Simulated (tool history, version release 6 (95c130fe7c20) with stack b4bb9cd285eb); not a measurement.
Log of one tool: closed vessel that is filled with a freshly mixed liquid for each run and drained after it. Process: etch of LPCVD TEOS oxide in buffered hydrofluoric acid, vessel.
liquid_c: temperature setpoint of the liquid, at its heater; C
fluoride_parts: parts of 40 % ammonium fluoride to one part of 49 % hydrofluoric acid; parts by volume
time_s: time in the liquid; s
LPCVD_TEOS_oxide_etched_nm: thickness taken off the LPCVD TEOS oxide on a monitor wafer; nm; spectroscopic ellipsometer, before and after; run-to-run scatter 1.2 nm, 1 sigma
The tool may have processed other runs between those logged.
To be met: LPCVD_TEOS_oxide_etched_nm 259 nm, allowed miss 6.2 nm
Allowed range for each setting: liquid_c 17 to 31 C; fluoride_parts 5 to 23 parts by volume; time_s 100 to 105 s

run  hour  liquid_c  fluoride_parts  time_s  LPCVD_TEOS_oxide_etched_nm
  1     0        23              14     100                      265.73
  2   7.4      24.5              14     100                      291.59
  3  11.1      24.5              14     100                      289.17
  4  16.1        24              14     100                      279.33
  5  16.9        24              17     100                      234.36
  6  23.1      24.5              17     100                      239.75
  7  29.7        25              17     100                      244.37
  8  32.6      26.5              17     100                      265.57

Of the 5 settings listed for the next run, only one would bring every result within its allowed miss of target. Which one?
  A  35.5        26              18     105                           ?
  B  35.5        25              17     100                           ?
  C  35.5        28            18.5     105                           ?
  D  35.5        28              20     100                           ?
  E  35.5      25.5            17.5     100                           ?

move  LPCVD_TEOS_oxide_etched_nm
   A                      256.81
   B                      244.94
   C                      278.66
   D                      245.77
   E                      244.67
A: in spec on every target
B: the result that was furthest off in the last run now lies on the other side of its target
C: moves away from the targets compared with the last run
D: the result that was furthest off in the last run now lies on the other side of its target
E: the result that was furthest off in the last run now lies on the other side of its target
A is the move that brings every result within its allowed miss.
